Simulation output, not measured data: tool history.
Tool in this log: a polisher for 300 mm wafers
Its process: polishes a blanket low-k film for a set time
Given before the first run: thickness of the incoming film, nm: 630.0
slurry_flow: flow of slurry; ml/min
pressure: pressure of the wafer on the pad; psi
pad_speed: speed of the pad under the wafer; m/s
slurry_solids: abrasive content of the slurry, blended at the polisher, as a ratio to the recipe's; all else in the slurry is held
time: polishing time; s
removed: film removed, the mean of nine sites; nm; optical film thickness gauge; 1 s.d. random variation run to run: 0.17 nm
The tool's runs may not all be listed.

{"run": 1, "hour": 0.0, "slurry_flow": 180, "pressure": 1.5, "pad_speed": 1.1, "slurry_solids": 1, "time": 45, "removed": 12.974}
{"run": 2, "hour": 6.9, "slurry_flow": 185, "pressure": 1.6, "pad_speed": 1.1, "slurry_solids": 1, "time": 45, "removed": 13.596}
{"run": 3, "hour": 15.4, "slurry_flow": 185, "pressure": 1.6, "pad_speed": 0.98, "slurry_solids": 1, "time": 45, "removed": 12.326}
{"run": 4, "hour": 23.9, "slurry_flow": 185, "pressure": 1.8, "pad_speed": 1, "slurry_solids": 1, "time": 45, "removed": 14.102}
{"run": 5, "hour": 26.1, "slurry_flow": 185, "pressure": 1.8, "pad_speed": 1, "slurry_solids": 1, "time": 40, "removed": 12.345}
{"run": 6, "hour": 32.8, "slurry_flow": 185, "pressure": 2.1, "pad_speed": 1, "slurry_solids": 1, "time": 40, "removed": 13.92}
{"run": 7, "hour": 39.1, "slurry_flow": 190, "pressure": 2.1, "pad_speed": 1.08, "slurry_solids": 1, "time": 40, "removed": 14.798}
{"run": 8, "hour": 40.7, "slurry_flow": 190, "pressure": 2.1, "pad_speed": 1.14, "slurry_solids": 1, "time": 40, "removed": 15.468}

Expected results for the next run?
{"run": 9, "hour": 48.6, "slurry_flow": 195, "pressure": 2.1, "pad_speed": 1.2, "slurry_solids": 1, "time": 40, "removed": "?"}

Run 9 measured removed 15.962 nm.
